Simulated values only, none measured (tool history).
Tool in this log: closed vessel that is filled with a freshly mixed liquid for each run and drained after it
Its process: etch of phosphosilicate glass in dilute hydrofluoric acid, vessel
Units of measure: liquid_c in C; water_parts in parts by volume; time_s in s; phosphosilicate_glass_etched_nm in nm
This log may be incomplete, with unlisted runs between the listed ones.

run,hour,liquid_c,water_parts,time_s,phosphosilicate_glass_etched_nm
1,0.0,24.0,250,90,48.756
2,8.7,24.0,250,90,48.805
3,17.8,24.0,310,90,36.788
4,23.2,24.0,385,90,27.357
5,24.2,25.0,345,90,32.899
6,27.6,26.0,310,90,39.393
7,29.9,27.0,280,90,46.700
8,33.3,27.5,255,90,53.275
9,40.9,27.5,255,90,53.524
10,45.5,28.0,235,90,60.676
11,49.1,28.5,220,90,66.521
# hour 57.6: hydrofluoric acid flow meter replaced
12,57.6,29.0,205,90,85.293

What does the tool deliver on the next run?
13,66.8,29.5,200,90,?

{"run 13": {"phosphosilicate_glass_etched_nm": 90.108}}
